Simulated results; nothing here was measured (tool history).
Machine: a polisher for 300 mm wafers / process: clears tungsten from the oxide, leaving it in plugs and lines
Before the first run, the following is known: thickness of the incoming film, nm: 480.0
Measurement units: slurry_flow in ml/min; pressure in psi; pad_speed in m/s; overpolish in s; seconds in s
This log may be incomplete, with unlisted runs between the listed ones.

| run | day | slurry_flow | pressure | pad_speed | slurry_solids | overpolish | seconds |
|---|---|---|---|---|---|---|---|
| 1 | 0.000 | 200 | 4.1 | 1.14 | 1.0 | 34 | 91.734 |
| 2 | 0.167 | 200 | 4.8 | 1.14 | 1.0 | 34 | 76.675 |
| 3 | 0.488 | 240 | 4.8 | 1.14 | 1.0 | 34 | 76.412 |
| 4 | 0.662 | 240 | 4.3 | 1.14 | 1.0 | 34 | 85.764 |
| 5 | 0.825 | 240 | 4.3 | 1.14 | 1.0 | 36 | 84.469 |
| 6 | 1.108 | 240 | 3.9 | 1.10 | 1.0 | 36 | 97.911 |
| 7 | 1.188 | 240 | 3.6 | 1.08 | 1.0 | 36 | 108.430 |
| 8 | 1.333 | 240 | 3.3 | 1.06 | 1.0 | 36 | 118.390 |

The next listed run, before its measurement:
| 9 | 1.379 | 240 | 3.1 | 1.04 | 1.0 | 36 | ? |

seconds: 128.290 s
